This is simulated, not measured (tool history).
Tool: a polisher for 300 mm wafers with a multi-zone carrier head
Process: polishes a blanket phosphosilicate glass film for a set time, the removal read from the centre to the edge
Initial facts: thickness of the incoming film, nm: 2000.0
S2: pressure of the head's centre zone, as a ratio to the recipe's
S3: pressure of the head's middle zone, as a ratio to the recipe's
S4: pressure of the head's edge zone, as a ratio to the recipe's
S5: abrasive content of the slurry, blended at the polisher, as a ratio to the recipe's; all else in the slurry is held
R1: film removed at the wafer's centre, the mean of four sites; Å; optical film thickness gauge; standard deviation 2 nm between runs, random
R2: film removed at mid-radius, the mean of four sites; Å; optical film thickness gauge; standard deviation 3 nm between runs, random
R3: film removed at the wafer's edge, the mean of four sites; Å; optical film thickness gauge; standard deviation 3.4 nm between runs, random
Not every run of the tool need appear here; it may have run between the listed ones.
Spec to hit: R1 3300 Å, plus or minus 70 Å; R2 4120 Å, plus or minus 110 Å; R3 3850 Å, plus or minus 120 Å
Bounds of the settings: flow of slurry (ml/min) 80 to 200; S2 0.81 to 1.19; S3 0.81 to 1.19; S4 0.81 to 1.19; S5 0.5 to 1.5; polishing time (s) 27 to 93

Run 1, hour 0: flow of slurry (ml/min) 130, S2 1, S3 1, S4 1, S5 1, polishing time (s) 59. Result: R1 5481.8 Å, R2 5632.1 Å, R3 5727.9 Å.
Run 2, hour 7.6: flow of slurry (ml/min) 125, S2 0.98, S3 1, S4 0.97, S5 0.9, polishing time (s) 59. Result: R1 5156.2 Å, R2 5339.7 Å, R3 5454.6 Å.
Run 3, hour 13.7: flow of slurry (ml/min) 125, S2 0.98, S3 1, S4 0.97, S5 0.9, polishing time (s) 48. Result: R1 4200 Å, R2 4361 Å, R3 4440.4 Å.
Run 4, hour 17.2: flow of slurry (ml/min) 125, S2 0.94, S3 1, S4 0.97, S5 0.9, polishing time (s) 48. Result: R1 4046.2 Å, R2 4300.3 Å, R3 4483.1 Å.
Run 5, hour 21.3: flow of slurry (ml/min) 125, S2 0.94, S3 1, S4 0.94, S5 0.9, polishing time (s) 48. Result: R1 4025.9 Å, R2 4335.3 Å, R3 4360 Å.
At hour 28: slurry nozzle cleaned.
Run 6, hour 28: flow of slurry (ml/min) 125, S2 0.99, S3 1, S4 0.94, S5 0.9, polishing time (s) 48. Result: R1 4853.6 Å, R2 4861.8 Å, R3 4839 Å.
Run 7, hour 33: flow of slurry (ml/min) 125, S2 0.98, S3 1.02, S4 0.94, S5 0.9, polishing time (s) 48. Result: R1 4792.9 Å, R2 5034.7 Å, R3 4779.9 Å.
Run 8, hour 37.4: flow of slurry (ml/min) 125, S2 0.96, S3 1.03, S4 0.94, S5 0.85, polishing time (s) 48. Result: R1 4600.4 Å, R2 4945.5 Å, R3 4665.9 Å.

4 candidate next runs follow, results not yet known. Just one meets every target within its allowed miss. Identify it.
Run A, hour 41.8: flow of slurry (ml/min) 130, S2 0.81, S3 1.08, S4 0.96, S5 0.9, polishing time (s) 38. Result: R1 ?, R2 ?, R3 ?.
Run B, hour 41.8: flow of slurry (ml/min) 110, S2 0.83, S3 0.95, S4 1.04, S5 0.8, polishing time (s) 42. Result: R1 ?, R2 ?, R3 ?.
Run C, hour 41.8: flow of slurry (ml/min) 95, S2 0.81, S3 1.16, S4 0.94, S5 0.95, polishing time (s) 40. Result: R1 ?, R2 ?, R3 ?.
Run D, hour 41.8: flow of slurry (ml/min) 80, S2 0.91, S3 1.11, S4 1.06, S5 1.1, polishing time (s) 39. Result: R1 ?, R2 ?, R3 ?.

move      R1      R2      R3
   A  3296.1  4144.5  3790.3
   B  3409.3  3911.2  4006.4
   C  3272.4  4348.1  3856.2
   D  3501.8  4157.6  3989.9
A: each result inside its tolerance
B: an improvement on the last run, though not all results are within tolerance
C: meets the target for the result that was furthest off, but another lies outside its allowed miss
D: an improvement on the last run, though not all results are within tolerance
Go with A: it meets all targets.
